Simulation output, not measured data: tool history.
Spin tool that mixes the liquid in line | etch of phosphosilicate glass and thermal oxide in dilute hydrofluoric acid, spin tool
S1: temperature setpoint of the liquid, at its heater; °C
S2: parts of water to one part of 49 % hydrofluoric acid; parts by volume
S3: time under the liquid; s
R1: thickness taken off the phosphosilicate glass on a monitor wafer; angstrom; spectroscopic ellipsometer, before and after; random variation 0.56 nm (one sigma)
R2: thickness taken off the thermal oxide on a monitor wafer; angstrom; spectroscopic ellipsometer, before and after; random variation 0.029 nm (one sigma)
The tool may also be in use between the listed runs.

run,day,S1,S2,S3,R1,R2
1,0.000,21.0,225,140,451.50,24.368
2,0.150,23.0,225,140,488.04,26.040
3,0.250,24.0,225,140,507.16,27.110
4,0.558,25.0,225,140,514.35,28.013
5,0.800,25.5,220,140,542.37,29.796
6,0.846,25.5,290,140,389.41,20.781
7,1.133,26.0,275,140,415.34,22.319
8,1.458,26.5,260,140,458.29,25.186
9,1.750,26.5,250,140,489.24,26.087
10,1.829,27.0,245,140,513.39,27.179
11,1.962,27.0,240,140,515.44,27.862
12,2.129,27.5,235,140,528.81,28.800
13,2.321,27.5,230,140,553.29,30.204

The next listed run, before its measurement:
14,2.450,28.0,225,140,?,?

{"run 14": {"R1": 588.19, "R2": 30.898}}

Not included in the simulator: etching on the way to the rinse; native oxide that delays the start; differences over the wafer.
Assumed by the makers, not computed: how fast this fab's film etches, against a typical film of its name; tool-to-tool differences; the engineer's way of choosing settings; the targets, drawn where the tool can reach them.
